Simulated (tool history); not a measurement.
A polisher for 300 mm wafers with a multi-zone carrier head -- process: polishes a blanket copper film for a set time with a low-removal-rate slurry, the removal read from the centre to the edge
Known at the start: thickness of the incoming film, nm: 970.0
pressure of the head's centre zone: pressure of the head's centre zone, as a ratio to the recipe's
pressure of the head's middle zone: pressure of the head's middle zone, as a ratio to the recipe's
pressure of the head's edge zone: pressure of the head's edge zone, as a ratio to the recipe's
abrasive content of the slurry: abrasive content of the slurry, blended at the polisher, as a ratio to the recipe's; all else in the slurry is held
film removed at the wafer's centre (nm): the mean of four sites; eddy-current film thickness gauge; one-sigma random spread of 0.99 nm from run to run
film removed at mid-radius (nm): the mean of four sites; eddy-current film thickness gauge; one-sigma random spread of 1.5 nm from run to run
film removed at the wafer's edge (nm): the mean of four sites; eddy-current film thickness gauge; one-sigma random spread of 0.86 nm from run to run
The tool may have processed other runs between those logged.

run  hour  flow of slurry (ml/min)  pressure of the head's centre zone  pressure of the head's middle zone  pressure of the head's edge zone  abrasive content of the slurry  polishing time (s)  film removed at the wafer's centre (nm)  film removed at mid-radius (nm)  film removed at the wafer's edge (nm)
  1   0.0                      205                                1.00                                1.00                              1.00                            1.00                  33                                   95.371                           89.850                                 92.755
  2   7.6                      210                                1.01                                1.02                              1.02                            1.05                  34                                  101.000                           95.229                                 98.206
  3   9.6                      215                                1.02                                1.04                              1.04                            1.10                  34                                  102.060                           98.176                                 99.918
  4  11.0                      220                                1.03                                1.05                              1.06                            1.15                  35                                  105.720                          102.300                                104.080
  5  13.7                      250                                1.03                                1.05                              1.06                            1.15                  35                                  109.340                          102.610                                105.320
  6  16.5                      250                                0.99                                1.05                              1.06                            1.15                  35                                  105.760                          106.210                                105.030
  7  25.4                      250                                1.00                                1.06                              1.07                            1.20                  36                                  109.480                          110.230                                110.160
  8  30.1                      255                                1.01                                1.07                              1.08                            1.25                  36                                  112.300                          114.050                                111.290

The next listed run, before its measurement:
  9  32.5                      255                                1.02                                1.07                              1.09                            1.30                  36                                        ?                                ?                                      ?

film removed at the wafer's centre (nm): 111.600
film removed at mid-radius (nm): 114.390
film removed at the wafer's edge (nm): 112.480
